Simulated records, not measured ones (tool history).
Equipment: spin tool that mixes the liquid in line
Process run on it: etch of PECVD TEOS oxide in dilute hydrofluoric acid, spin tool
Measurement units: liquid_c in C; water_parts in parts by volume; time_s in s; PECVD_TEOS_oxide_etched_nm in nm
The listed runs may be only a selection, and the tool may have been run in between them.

run 1 hour=0 | liquid_c=22 water_parts=260 time_s=230 | PECVD_TEOS_oxide_etched_nm=7.315
run 2 hour=3.5 | liquid_c=22 water_parts=260 time_s=230 | PECVD_TEOS_oxide_etched_nm=7.231
run 3 hour=6.3 | liquid_c=23.5 water_parts=260 time_s=230 | PECVD_TEOS_oxide_etched_nm=7.7362
run 4 hour=8.5 | liquid_c=23.5 water_parts=185 time_s=230 | PECVD_TEOS_oxide_etched_nm=11.491
run 5 hour=10.2 | liquid_c=26.5 water_parts=185 time_s=230 | PECVD_TEOS_oxide_etched_nm=13.005
run 6 hour=11.2 | liquid_c=24 water_parts=205 time_s=230 | PECVD_TEOS_oxide_etched_nm=10.604

What does the tool deliver on the next run?
run 7 hour=15.4 | liquid_c=22 water_parts=220 time_s=230 | PECVD_TEOS_oxide_etched_nm=?

Run 7 came out at PECVD_TEOS_oxide_etched_nm 8.886 nm.
